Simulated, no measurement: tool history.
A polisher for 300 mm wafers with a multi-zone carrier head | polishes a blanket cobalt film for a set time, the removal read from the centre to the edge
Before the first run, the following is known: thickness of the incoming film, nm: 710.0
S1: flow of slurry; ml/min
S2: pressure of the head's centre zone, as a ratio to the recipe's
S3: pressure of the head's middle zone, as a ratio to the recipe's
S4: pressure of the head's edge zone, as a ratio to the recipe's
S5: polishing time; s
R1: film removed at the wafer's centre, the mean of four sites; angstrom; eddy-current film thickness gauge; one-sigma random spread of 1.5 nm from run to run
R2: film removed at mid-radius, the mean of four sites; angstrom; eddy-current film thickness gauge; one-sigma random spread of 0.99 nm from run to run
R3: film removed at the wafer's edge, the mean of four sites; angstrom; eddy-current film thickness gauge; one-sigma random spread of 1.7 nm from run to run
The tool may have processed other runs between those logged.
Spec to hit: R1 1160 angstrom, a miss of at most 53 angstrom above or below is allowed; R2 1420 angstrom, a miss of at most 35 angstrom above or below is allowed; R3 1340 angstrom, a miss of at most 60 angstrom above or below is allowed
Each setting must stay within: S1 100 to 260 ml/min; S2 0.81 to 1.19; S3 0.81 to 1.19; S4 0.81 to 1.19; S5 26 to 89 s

Run 1, hour 0: S1 165 ml/min, S2 1, S3 1, S4 1, S5 57 s. Result: R1 2269.5 angstrom, R2 2355.1 angstrom, R3 2273 angstrom.
Run 2, hour 0.7: S1 165 ml/min, S2 1, S3 1, S4 1.04, S5 57 s. Result: R1 2275.5 angstrom, R2 2342.1 angstrom, R3 2389.6 angstrom.
Run 3, hour 2.9: S1 150 ml/min, S2 0.95, S3 0.98, S4 1, S5 51 s. Result: R1 1874.3 angstrom, R2 2006.9 angstrom, R3 2034.2 angstrom.
Run 4, hour 4.8: S1 150 ml/min, S2 0.99, S3 0.98, S4 1, S5 51 s. Result: R1 1991.8 angstrom, R2 2018.4 angstrom, R3 1966 angstrom.
Run 5, hour 8: S1 140 ml/min, S2 0.94, S3 0.98, S4 0.97, S5 47 s. Result: R1 1701.4 angstrom, R2 1834.1 angstrom, R3 1795.4 angstrom.
Run 6, hour 15.4: S1 130 ml/min, S2 0.91, S3 0.98, S4 0.94, S5 44 s. Result: R1 1504.9 angstrom, R2 1675.5 angstrom, R3 1677.4 angstrom.
Run 7, hour 18: S1 130 ml/min, S2 0.89, S3 0.99, S4 0.91, S5 42 s. Result: R1 1396.2 angstrom, R2 1594.9 angstrom, R3 1552.2 angstrom.
Run 8, hour 20.1: S1 125 ml/min, S2 0.87, S3 0.99, S4 0.89, S5 41 s. Result: R1 1324.9 angstrom, R2 1566.3 angstrom, R3 1496.5 angstrom.
Run 9, hour 22.6: S1 120 ml/min, S2 0.86, S3 0.98, S4 0.87, S5 40 s. Result: R1 1284.3 angstrom, R2 1496.2 angstrom, R3 1438.4 angstrom.
Run 10, hour 30.8: S1 115 ml/min, S2 0.85, S3 0.98, S4 0.86, S5 40 s. Result: R1 1246.6 angstrom, R2 1476.5 angstrom, R3 1403.7 angstrom.
Run 11, hour 31.8: S1 115 ml/min, S2 0.85, S3 0.98, S4 0.86, S5 40 s. Result: R1 1254.3 angstrom, R2 1474 angstrom, R3 1414 angstrom.
Run 12, hour 38.7: S1 105 ml/min, S2 0.81, S3 0.98, S4 0.82, S5 38 s. Result: R1 1106.2 angstrom, R2 1360.7 angstrom, R3 1290.3 angstrom.
Run 13, hour 40.3: S1 135 ml/min, S2 0.82, S3 0.99, S4 0.84, S5 38 s. Result: R1 1209.9 angstrom, R2 1482.9 angstrom, R3 1365.9 angstrom.

Below are 5 possible settings for the next run. Only one of them brings all results inside the allowed miss of their targets. Which is it?
Run A, hour 41.9: S1 100 ml/min, S2 0.86, S3 1.03, S4 0.88, S5 39 s. Result: R1 ?, R2 ?, R3 ?.
Run B, hour 41.9: S1 165 ml/min, S2 0.85, S3 0.98, S4 0.86, S5 38 s. Result: R1 ?, R2 ?, R3 ?.
Run C, hour 41.9: S1 145 ml/min, S2 0.86, S3 0.98, S4 0.82, S5 38 s. Result: R1 ?, R2 ?, R3 ?.
Run D, hour 41.9: S1 130 ml/min, S2 0.81, S3 1.01, S4 0.81, S5 39 s. Result: R1 ?, R2 ?, R3 ?.
Run E, hour 41.9: S1 125 ml/min, S2 0.82, S3 1.03, S4 0.81, S5 38 s. Result: R1 ?, R2 ?, R3 ?.

move      R1      R2      R3
   A  1184.1  1439.6  1340.2
   B  1326.5  1537.6  1416.8
   C  1299.9  1497.3  1360.7
   D  1232.1  1533.5  1363.3
   E    1199  1501.9  1318.6
A: every result within its allowed miss
B: lands further from the targets than the last run did
C: lands further from the targets than the last run did
D: lands further from the targets than the last run did
E: lands further from the targets than the last run did
Answer: A
